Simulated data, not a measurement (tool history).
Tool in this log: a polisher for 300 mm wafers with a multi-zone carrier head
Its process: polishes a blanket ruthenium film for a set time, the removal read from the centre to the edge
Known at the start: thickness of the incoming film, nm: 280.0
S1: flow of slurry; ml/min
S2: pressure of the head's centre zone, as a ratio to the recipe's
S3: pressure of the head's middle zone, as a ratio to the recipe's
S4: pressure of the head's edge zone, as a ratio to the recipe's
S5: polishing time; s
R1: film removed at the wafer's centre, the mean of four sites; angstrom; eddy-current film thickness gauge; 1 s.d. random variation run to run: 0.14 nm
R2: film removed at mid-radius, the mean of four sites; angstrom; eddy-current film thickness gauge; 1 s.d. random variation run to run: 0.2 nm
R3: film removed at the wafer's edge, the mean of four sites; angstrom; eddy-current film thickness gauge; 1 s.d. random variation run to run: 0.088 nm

run  hour   S1    S2    S3    S4  S5      R1      R2      R3
  1   0.0  285  1.00  1.00  1.00  30  208.05  210.89  213.79
  2   4.7  285  1.00  0.94  1.00  30  206.60  204.36  213.16
  3  13.5  280  1.00  0.92  0.99  29  203.57  191.05  205.97
  4  20.5  280  1.00  0.92  0.99  32  220.96  210.96  226.35
  5  23.2  275  0.99  0.91  0.97  31  209.61  198.26  214.33
  6  25.4  275  1.07  0.91  0.97  31  228.35  200.53  217.96

Run 7 comes next. What will it give?
  7  32.5  270  1.05  0.90  0.95  30   ?   ?   ?

Run 7 measured R1 218.14 angstrom, R2 193.83 angstrom, R3 207.96 angstrom.
